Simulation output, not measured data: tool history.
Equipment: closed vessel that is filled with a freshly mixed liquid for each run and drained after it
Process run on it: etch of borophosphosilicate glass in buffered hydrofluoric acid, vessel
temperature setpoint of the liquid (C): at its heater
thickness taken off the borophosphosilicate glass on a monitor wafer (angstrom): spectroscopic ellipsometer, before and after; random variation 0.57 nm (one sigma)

run  hour  temperature setpoint of the liquid (C)  parts of 40 % ammonium fluoride to one part of 49 % hydrofluoric acid (parts by volume)  time in the liquid (s)  thickness taken off the borophosphosilicate glass on a monitor wafer (angstrom)
  1   0.0                                    22.0                                                                                     10.5                     100                                                                          1149.60
  2   1.4                                    22.0                                                                                     10.5                     100                                                                          1142.80
  3   7.6                                    21.0                                                                                     11.0                     100                                                                          1055.40
  4  14.8                                    20.0                                                                                     11.5                     100                                                                           934.56
  5  15.4                                    20.0                                                                                     11.5                     110                                                                          1029.50
  6  21.7                                    20.0                                                                                     14.0                     110                                                                           838.61
  7  24.6                                    20.0                                                                                     14.0                     110                                                                           854.76
  8  28.1                                    19.5                                                                                     14.0                     110                                                                           827.90

Predict the results of run 9:
  9  31.0                                    19.0                                                                                     14.0                     110                                                                                ?

thickness taken off the borophosphosilicate glass on a monitor wafer (angstrom): 810.23

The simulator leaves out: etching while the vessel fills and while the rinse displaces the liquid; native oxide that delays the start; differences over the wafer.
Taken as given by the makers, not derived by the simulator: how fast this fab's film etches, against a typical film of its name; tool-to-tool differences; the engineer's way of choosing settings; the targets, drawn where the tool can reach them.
